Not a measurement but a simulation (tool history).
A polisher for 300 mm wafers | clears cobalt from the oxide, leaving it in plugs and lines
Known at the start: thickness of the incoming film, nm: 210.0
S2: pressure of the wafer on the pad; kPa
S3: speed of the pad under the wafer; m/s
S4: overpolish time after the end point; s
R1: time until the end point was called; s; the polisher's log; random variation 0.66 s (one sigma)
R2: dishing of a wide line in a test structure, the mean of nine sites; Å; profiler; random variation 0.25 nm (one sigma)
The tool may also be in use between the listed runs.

{"run": 1, "day": 0.0, "flow of slurry (ml/min)": 165, "S2": 14.5, "S3": 0.96, "S4": 9, "R1": 48.846, "R2": 339.79}
{"run": 2, "day": 0.167, "flow of slurry (ml/min)": 125, "S2": 14.5, "S3": 0.96, "S4": 9, "R1": 50.113, "R2": 336.49}
{"run": 3, "day": 0.312, "flow of slurry (ml/min)": 125, "S2": 14.5, "S3": 0.96, "S4": 6, "R1": 50.622, "R2": 239.16}
{"run": 4, "day": 0.6, "flow of slurry (ml/min)": 125, "S2": 13.8, "S3": 0.96, "S4": 6, "R1": 52.29, "R2": 231.21}
{"run": 5, "day": 0.904, "flow of slurry (ml/min)": 125, "S2": 11.7, "S3": 0.96, "S4": 6, "R1": 61.081, "R2": 198.62}
{"run": 6, "day": 1.146, "flow of slurry (ml/min)": 140, "S2": 11.7, "S3": 0.96, "S4": 6, "R1": 60.528, "R2": 199.44}

Forecast run 7:
{"run": 7, "day": 1.508, "flow of slurry (ml/min)": 140, "S2": 11, "S3": 0.96, "S4": 6, "R1": "?", "R2": "?"}

Run 7 gave R1 64.133 s, R2 187.66 Å.
